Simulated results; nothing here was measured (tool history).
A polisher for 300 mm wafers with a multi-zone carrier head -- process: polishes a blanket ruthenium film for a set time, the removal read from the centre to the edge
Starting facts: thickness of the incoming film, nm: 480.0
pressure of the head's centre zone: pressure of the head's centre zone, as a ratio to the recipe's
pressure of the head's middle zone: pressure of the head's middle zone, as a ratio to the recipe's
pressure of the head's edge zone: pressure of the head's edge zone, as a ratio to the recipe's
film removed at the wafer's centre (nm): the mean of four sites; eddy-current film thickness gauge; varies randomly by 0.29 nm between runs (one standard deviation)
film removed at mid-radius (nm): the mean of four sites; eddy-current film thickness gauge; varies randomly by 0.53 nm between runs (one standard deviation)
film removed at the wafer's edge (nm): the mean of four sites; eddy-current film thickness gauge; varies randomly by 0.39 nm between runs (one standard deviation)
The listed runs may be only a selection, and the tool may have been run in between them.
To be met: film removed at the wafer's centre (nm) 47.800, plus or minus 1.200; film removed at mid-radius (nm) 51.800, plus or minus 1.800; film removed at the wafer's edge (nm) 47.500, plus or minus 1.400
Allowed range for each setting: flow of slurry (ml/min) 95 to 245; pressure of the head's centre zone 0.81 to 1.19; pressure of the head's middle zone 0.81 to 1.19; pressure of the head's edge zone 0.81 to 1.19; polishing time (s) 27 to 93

run	hour	flow of slurry (ml/min)	pressure of the head's centre zone	pressure of the head's middle zone	pressure of the head's edge zone	polishing time (s)	film removed at the wafer's centre (nm)	film removed at mid-radius (nm)	film removed at the wafer's edge (nm)
1	0.0	155	1.00	1.00	1.00	59	41.058	40.741	41.855
2	7.4	155	1.00	1.06	1.00	59	41.024	43.228	41.674
3	8.5	155	1.00	0.98	1.00	59	41.107	39.689	41.542
4	12.9	185	1.00	0.98	1.00	59	42.656	42.498	41.826
5	14.2	190	1.01	1.00	1.03	60	43.533	44.182	44.636
6	21.6	190	1.01	0.95	1.03	60	43.850	42.284	43.644
7	28.7	200	1.02	0.97	1.03	60	44.311	43.059	44.571
8	31.2	210	1.02	0.99	1.03	60	45.045	44.343	45.026
9	35.4	215	1.02	1.02	1.02	60	45.580	45.334	44.653

Consider the 5 candidate settings below. Which is the only one whose results all fall within their allowed miss of target?
A	39.6	200	0.86	1.09	0.81	71	?	?	?
B	39.6	230	0.98	1.08	0.99	61	?	?	?
C	39.6	205	0.95	1.06	1.09	67	?	?	?
D	39.6	245	1.09	1.05	0.91	62	?	?	?
E	39.6	235	1.02	1.12	1.04	63	?	?	?

move	film removed at the wafer's centre (nm)	film removed at mid-radius (nm)	film removed at the wafer's edge (nm)
A	43.967	54.990	47.369
B	44.043	47.816	44.712
C	46.052	50.981	50.584
D	50.260	47.959	44.188
E	47.515	50.862	47.228
A: takes the result that was furthest off past its target
B: closes in on the targets versus the last run, not all within tolerance yet
C: the worst result of the last run now meets its target, but another is out of spec
D: closes in on the targets versus the last run, not all within tolerance yet
E: hits every target within its allowed miss
So the answer is move E, the one that meets all the targets.
